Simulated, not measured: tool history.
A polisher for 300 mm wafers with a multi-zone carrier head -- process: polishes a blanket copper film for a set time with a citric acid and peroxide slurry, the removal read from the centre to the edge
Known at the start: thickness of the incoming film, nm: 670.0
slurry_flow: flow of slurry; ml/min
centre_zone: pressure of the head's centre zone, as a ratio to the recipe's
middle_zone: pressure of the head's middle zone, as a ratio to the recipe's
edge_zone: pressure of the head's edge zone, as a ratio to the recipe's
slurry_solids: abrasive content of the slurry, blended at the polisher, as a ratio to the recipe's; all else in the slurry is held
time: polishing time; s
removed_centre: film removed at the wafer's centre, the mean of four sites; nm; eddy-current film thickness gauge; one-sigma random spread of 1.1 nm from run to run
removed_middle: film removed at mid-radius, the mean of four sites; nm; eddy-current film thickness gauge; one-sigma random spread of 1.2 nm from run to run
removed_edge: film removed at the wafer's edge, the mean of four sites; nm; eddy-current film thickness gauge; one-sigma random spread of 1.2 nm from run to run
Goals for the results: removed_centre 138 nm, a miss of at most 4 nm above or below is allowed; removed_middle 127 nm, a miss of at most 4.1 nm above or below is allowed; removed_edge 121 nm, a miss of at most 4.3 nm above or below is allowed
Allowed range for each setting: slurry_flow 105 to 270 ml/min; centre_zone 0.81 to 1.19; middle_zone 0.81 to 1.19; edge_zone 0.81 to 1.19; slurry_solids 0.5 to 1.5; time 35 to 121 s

run  hour  slurry_flow  centre_zone  middle_zone  edge_zone  slurry_solids  time  removed_centre  removed_middle  removed_edge
  1     0          175            1            1          1              1    78          166.26           184.6        191.77
  2   1.8          175            1            1          1           1.15    78          169.89          188.04        196.97
  3   7.9          180         1.05         0.99       0.94           0.95    70          156.21          161.67        166.11
  4  15.7          180         1.05         0.99       0.88           0.95    70          156.13           163.1        161.53
  5  20.3          180         1.09         0.99       0.86            0.8    66          148.68          151.64        141.23
  6  24.8          135         1.09         0.99       0.86            0.8    66          141.44          146.62         141.6
  7    27          145         1.11         0.97       0.85            0.7    65          143.18          137.37        136.19
  8  31.8          150         1.12         0.97       0.84           0.65    64          140.87          135.42        132.37
  9  36.1          150         1.13         0.97       0.83            0.6    63           136.3          132.05        129.88
 10  40.7          160         1.15         0.97       0.82            0.6    62          138.73          131.19        125.26

Which single option among these 5 for the next run brings every result within its allowed miss of target? Just one does.
  A  45.3          155         1.14         0.97        0.9            0.7    60               ?               ?             ?
  B  45.3          115         1.18         1.06       0.85            0.7    61               ?               ?             ?
  C  45.3          165         1.14         1.05       0.81            0.7    59               ?               ?             ?
  D  45.3          155         1.19         0.97       0.83           0.65    59               ?               ?             ?
  E  45.3          125          1.1         0.94        0.9            0.9    61               ?               ?             ?

move  removed_centre  removed_middle  removed_edge
   A          136.46          128.92        130.88
   B          137.14          135.48        125.92
   C          135.49          136.68        123.77
   D          138.59          125.32           123
   E          134.71          129.08        135.71
A: brings the last run's worst result on target, with another outside its allowed miss
B: its largest miss is bigger than the last run's
C: its largest miss is bigger than the last run's
D: each result inside its tolerance
E: brings the last run's worst result on target, with another outside its allowed miss
D meets every target.

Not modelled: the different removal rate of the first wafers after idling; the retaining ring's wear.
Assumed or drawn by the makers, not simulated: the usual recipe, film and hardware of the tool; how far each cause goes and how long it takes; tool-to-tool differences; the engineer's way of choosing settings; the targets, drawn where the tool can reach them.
